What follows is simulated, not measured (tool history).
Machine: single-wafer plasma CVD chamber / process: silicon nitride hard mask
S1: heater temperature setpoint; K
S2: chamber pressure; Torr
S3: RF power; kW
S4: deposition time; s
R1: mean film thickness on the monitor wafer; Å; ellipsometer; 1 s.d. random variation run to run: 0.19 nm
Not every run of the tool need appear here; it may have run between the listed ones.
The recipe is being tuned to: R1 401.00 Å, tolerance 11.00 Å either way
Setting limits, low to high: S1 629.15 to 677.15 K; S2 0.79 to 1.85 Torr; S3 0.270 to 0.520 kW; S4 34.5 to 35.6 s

run 1 hour=0.0 | S1=653.15 S2=1.32 S3=0.395 S4=34.5 | R1=459.10
run 2 hour=4.1 | S1=653.15 S2=1.32 S3=0.395 S4=34.5 | R1=461.03
run 3 hour=7.9 | S1=653.15 S2=1.27 S3=0.390 S4=34.5 | R1=446.85
run 4 hour=13.4 | S1=653.15 S2=1.23 S3=0.390 S4=34.5 | R1=442.04
run 5 hour=15.3 | S1=653.15 S2=1.35 S3=0.390 S4=34.5 | R1=457.90
run 6 hour=18.6 | S1=653.15 S2=1.30 S3=0.385 S4=34.5 | R1=451.29
run 7 hour=26.0 | S1=653.15 S2=1.26 S3=0.380 S4=34.5 | R1=437.64
run 8 hour=32.0 | S1=653.15 S2=1.23 S3=0.380 S4=34.5 | R1=432.27
-- hour=35.0 RF generator calibrated
run 9 hour=35.0 | S1=653.15 S2=1.20 S3=0.380 S4=34.5 | R1=445.99
run 10 hour=41.0 | S1=654.15 S2=1.15 S3=0.315 S4=34.5 | R1=387.93

Of the 4 settings listed for the next run, only one would bring every result within its allowed miss of target. Which one?
run A hour=47.0 | S1=657.15 S2=1.30 S3=0.275 S4=34.5 | R1=?
run B hour=47.0 | S1=661.15 S2=1.05 S3=0.300 S4=35.2 | R1=?
run C hour=47.0 | S1=651.15 S2=1.24 S3=0.300 S4=35.6 | R1=?
run D hour=47.0 | S1=650.15 S2=0.94 S3=0.355 S4=34.5 | R1=?

move=A R1=369.49
move=B R1=366.41
move=C R1=398.51
move=D R1=382.18
A: lands further from the targets than the last run did
B: lands further from the targets than the last run did
C: all results in spec
D: lands further from the targets than the last run did
C meets every target.
